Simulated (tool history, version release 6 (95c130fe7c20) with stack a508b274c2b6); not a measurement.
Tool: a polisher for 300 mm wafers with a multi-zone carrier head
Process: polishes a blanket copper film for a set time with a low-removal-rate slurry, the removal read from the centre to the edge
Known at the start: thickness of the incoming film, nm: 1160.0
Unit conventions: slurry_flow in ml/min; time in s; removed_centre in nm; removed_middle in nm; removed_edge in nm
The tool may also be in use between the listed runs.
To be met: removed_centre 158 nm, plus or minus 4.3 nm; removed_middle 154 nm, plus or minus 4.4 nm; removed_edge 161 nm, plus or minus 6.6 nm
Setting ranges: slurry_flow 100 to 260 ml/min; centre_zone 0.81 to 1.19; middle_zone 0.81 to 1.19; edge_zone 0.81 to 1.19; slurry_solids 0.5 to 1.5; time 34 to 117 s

run 1 hour=0 | slurry_flow=165 centre_zone=1 middle_zone=1 edge_zone=1 slurry_solids=1 time=75 | removed_centre=243.55 removed_middle=243.59 removed_edge=228.04
run 2 hour=8.1 | slurry_flow=150 centre_zone=0.97 middle_zone=0.95 edge_zone=0.97 slurry_solids=0.85 time=71 | removed_centre=212.92 removed_middle=207.21 removed_edge=207.98
run 3 hour=9.4 | slurry_flow=150 centre_zone=0.97 middle_zone=0.9 edge_zone=0.97 slurry_solids=0.85 time=71 | removed_centre=214.47 removed_middle=197.95 removed_edge=205.17
run 4 hour=14.5 | slurry_flow=120 centre_zone=0.97 middle_zone=0.9 edge_zone=0.97 slurry_solids=0.85 time=71 | removed_centre=198.62 removed_middle=190.65 removed_edge=197.56
run 5 hour=21.1 | slurry_flow=120 centre_zone=0.97 middle_zone=0.9 edge_zone=0.97 slurry_solids=0.75 time=71 | removed_centre=195.43 removed_middle=183.01 removed_edge=192.11
run 6 hour=27.2 | slurry_flow=115 centre_zone=0.95 middle_zone=0.9 edge_zone=0.94 slurry_solids=0.65 time=69 | removed_centre=179.85 removed_middle=172.05 removed_edge=178.33
-- hour=27.8 edge zone pressure recalibrated
run 7 hour=27.8 | slurry_flow=110 centre_zone=0.93 middle_zone=0.88 edge_zone=0.91 slurry_solids=0.6 time=69 | removed_centre=174.89 removed_middle=164.21 removed_edge=179.21
run 8 hour=34.5 | slurry_flow=110 centre_zone=0.93 middle_zone=0.89 edge_zone=0.91 slurry_solids=0.55 time=67 | removed_centre=166.63 removed_middle=159.56 removed_edge=170.18
run 9 hour=40.7 | slurry_flow=110 centre_zone=0.93 middle_zone=0.9 edge_zone=0.9 slurry_solids=0.55 time=66 | removed_centre=165.63 removed_middle=158.42 removed_edge=168.09
run 10 hour=49 | slurry_flow=110 centre_zone=0.93 middle_zone=0.91 edge_zone=0.9 slurry_solids=0.55 time=66 | removed_centre=163.85 removed_middle=159.1 removed_edge=169.13
run 11 hour=55.4 | slurry_flow=110 centre_zone=0.94 middle_zone=0.92 edge_zone=0.9 slurry_solids=0.55 time=65 | removed_centre=160.43 removed_middle=157.25 removed_edge=162.36

Consider the 4 candidate settings below. Which is the only one whose results all fall within their allowed miss of target?
run A hour=61.8 | slurry_flow=100 centre_zone=0.92 middle_zone=0.9 edge_zone=0.86 slurry_solids=0.6 time=65 | removed_centre=? removed_middle=? removed_edge=?
run B hour=61.8 | slurry_flow=100 centre_zone=0.91 middle_zone=0.95 edge_zone=0.93 slurry_solids=0.65 time=65 | removed_centre=? removed_middle=? removed_edge=?
run C hour=61.8 | slurry_flow=110 centre_zone=0.95 middle_zone=0.98 edge_zone=0.87 slurry_solids=0.8 time=60 | removed_centre=? removed_middle=? removed_edge=?
run D hour=61.8 | slurry_flow=100 centre_zone=0.87 middle_zone=0.89 edge_zone=0.87 slurry_solids=0.5 time=73 | removed_centre=? removed_middle=? removed_edge=?

move=A removed_centre=155.29 removed_middle=152.43 removed_edge=159.16
move=B removed_centre=156.5 removed_middle=161.69 removed_edge=167.18
move=C removed_centre=159.34 removed_middle=163.86 removed_edge=158.51
move=D removed_centre=163.54 removed_middle=164.49 removed_edge=174.26
A: each result inside its tolerance
B: moves away from the targets compared with the last run
C: moves away from the targets compared with the last run
D: moves away from the targets compared with the last run
Move A is the one to make.

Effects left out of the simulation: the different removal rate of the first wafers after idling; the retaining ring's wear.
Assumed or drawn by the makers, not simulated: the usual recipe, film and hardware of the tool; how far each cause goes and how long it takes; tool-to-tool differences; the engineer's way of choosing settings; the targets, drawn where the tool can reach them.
